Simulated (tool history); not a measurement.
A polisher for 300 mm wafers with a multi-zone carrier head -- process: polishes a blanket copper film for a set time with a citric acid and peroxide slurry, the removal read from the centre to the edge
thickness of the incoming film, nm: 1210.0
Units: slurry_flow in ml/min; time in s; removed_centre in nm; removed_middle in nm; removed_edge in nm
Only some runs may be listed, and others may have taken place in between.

run 1 hour=0 | slurry_flow=190 centre_zone=1 middle_zone=1 edge_zone=1 slurry_solids=1 time=33 | removed_centre=70.491 removed_middle=74.52 removed_edge=74.674
run 2 hour=5.8 | slurry_flow=170 centre_zone=1 middle_zone=1 edge_zone=1 slurry_solids=1 time=33 | removed_centre=68.124 removed_middle=75.895 removed_edge=73.101
run 3 hour=9.4 | slurry_flow=170 centre_zone=1 middle_zone=1 edge_zone=1 slurry_solids=1.2 time=33 | removed_centre=73.145 removed_middle=78.746 removed_edge=77.131
run 4 hour=17.9 | slurry_flow=170 centre_zone=1 middle_zone=1.04 edge_zone=1 slurry_solids=1.2 time=33 | removed_centre=74.072 removed_middle=80.634 removed_edge=77.296
run 5 hour=26 | slurry_flow=170 centre_zone=0.99 middle_zone=1.07 edge_zone=1.03 slurry_solids=1.25 time=35 | removed_centre=77.401 removed_middle=87.91 removed_edge=83.926
run 6 hour=28.4 | slurry_flow=170 centre_zone=0.99 middle_zone=1.07 edge_zone=1.09 slurry_solids=1.25 time=35 | removed_centre=76.962 removed_middle=88.558 removed_edge=84.758
run 7 hour=30 | slurry_flow=180 centre_zone=0.99 middle_zone=1.08 edge_zone=1.11 slurry_solids=1.3 time=37 | removed_centre=84.031 removed_middle=96.004 removed_edge=92.384
run 8 hour=31.4 | slurry_flow=190 centre_zone=0.99 middle_zone=1.09 edge_zone=1.13 slurry_solids=1.35 time=38 | removed_centre=86.042 removed_middle=102.33 removed_edge=97.265
run 9 hour=33 | slurry_flow=195 centre_zone=1 middle_zone=1.09 edge_zone=1.14 slurry_solids=1.4 time=39 | removed_centre=93.374 removed_middle=105.59 removed_edge=102.42
run 10 hour=37.8 | slurry_flow=205 centre_zone=1 middle_zone=1.1 edge_zone=1.15 slurry_solids=1.4 time=39 | removed_centre=95.013 removed_middle=105.45 removed_edge=102.03
run 11 hour=40.7 | slurry_flow=210 centre_zone=1 middle_zone=1.1 edge_zone=1.16 slurry_solids=1.4 time=40 | removed_centre=95.725 removed_middle=111.55 removed_edge=106.13
run 12 hour=45.9 | slurry_flow=215 centre_zone=1 middle_zone=1.1 edge_zone=1.17 slurry_solids=1.4 time=40 | removed_centre=96.566 removed_middle=108.69 removed_edge=107.25
run 13 hour=52.6 | slurry_flow=220 centre_zone=1 middle_zone=1.11 edge_zone=1.17 slurry_solids=1.4 time=40 | removed_centre=97.727 removed_middle=110.98 removed_edge=108.03
run 14 hour=54.5 | slurry_flow=230 centre_zone=1 middle_zone=1.12 edge_zone=1.17 slurry_solids=1.4 time=40 | removed_centre=98.483 removed_middle=113.74 removed_edge=108.66

Expected results for the next run?
run 15 hour=55.2 | slurry_flow=230 centre_zone=1 middle_zone=1.12 edge_zone=1.17 slurry_solids=1.4 time=40 | removed_centre=? removed_middle=? removed_edge=?

removed_centre: 97.583 nm
removed_middle: 113.52 nm
removed_edge: 108.42 nm
